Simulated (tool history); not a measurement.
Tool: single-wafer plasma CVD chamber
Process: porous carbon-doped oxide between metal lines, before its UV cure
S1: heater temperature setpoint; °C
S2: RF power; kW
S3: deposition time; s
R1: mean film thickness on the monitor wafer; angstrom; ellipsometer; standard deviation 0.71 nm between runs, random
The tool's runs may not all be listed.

run,hour,S1,S2,S3,R1
1,0.0,320,0.665,33.8,1877.8
2,6.2,317,0.680,33.8,1951.7
3,11.6,317,0.615,33.8,1780.6
4,13.8,308,0.615,33.8,1875.9
5,19.3,307,0.630,33.8,1933.9
6,27.0,306,0.645,33.8,1982.0
7,27.6,306,0.645,33.8,1978.0
8,32.1,305,0.655,33.8,2009.3
9,36.3,304,0.665,33.8,2055.7
10,40.2,303,0.675,33.8,2091.5
11,43.0,302,0.680,33.8,2112.7
12,48.6,301,0.685,33.8,2145.2
13,54.2,300,0.690,33.8,2175.9
14,56.6,300,0.695,33.8,2185.7
15,58.4,300,0.700,33.8,2215.2
16,60.3,300,0.705,33.8,2210.4

Run 17 comes next. What will it give?
17,64.7,300,0.710,33.8,?

Run 17 yielded R1 2233.7 angstrom.
